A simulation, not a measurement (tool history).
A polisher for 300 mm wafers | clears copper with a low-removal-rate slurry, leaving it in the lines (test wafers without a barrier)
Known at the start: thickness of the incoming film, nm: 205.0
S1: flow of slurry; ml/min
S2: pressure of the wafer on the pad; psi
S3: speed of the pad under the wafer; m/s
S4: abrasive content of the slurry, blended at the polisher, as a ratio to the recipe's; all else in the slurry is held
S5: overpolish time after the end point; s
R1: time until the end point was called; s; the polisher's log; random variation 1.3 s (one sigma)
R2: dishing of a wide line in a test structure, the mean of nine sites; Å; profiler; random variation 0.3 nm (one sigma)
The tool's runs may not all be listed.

{"run": 1, "hour": 0.0, "S1": 170, "S2": 2.3, "S3": 1.2, "S4": 1, "S5": 20, "R1": 80.915, "R2": 324.43}
{"run": 2, "hour": 6.8, "S1": 170, "S2": 2.3, "S3": 1.44, "S4": 1, "S5": 20, "R1": 65.136, "R2": 380.02}
{"run": 3, "hour": 11.6, "S1": 175, "S2": 2.1, "S3": 1.46, "S4": 1, "S5": 15, "R1": 73.569, "R2": 288.09}
{"run": 4, "hour": 12.9, "S1": 210, "S2": 2.1, "S3": 1.46, "S4": 1, "S5": 15, "R1": 69.728, "R2": 295.39}
{"run": 5, "hour": 13.6, "S1": 210, "S2": 2.1, "S3": 1.66, "S4": 1, "S5": 15, "R1": 59.386, "R2": 322.81}
{"run": 6, "hour": 21.4, "S1": 230, "S2": 1.8, "S3": 1.7, "S4": 0.95, "S5": 12, "R1": 67.953, "R2": 253.57}

Run 7 comes next. What will it give?
{"run": 7, "hour": 30.4, "S1": 235, "S2": 1.7, "S3": 1.72, "S4": 0.9, "S5": 10, "R1": "?", "R2": "?"}

Run 7 gave R1 71.207 s, R2 205.05 Å.

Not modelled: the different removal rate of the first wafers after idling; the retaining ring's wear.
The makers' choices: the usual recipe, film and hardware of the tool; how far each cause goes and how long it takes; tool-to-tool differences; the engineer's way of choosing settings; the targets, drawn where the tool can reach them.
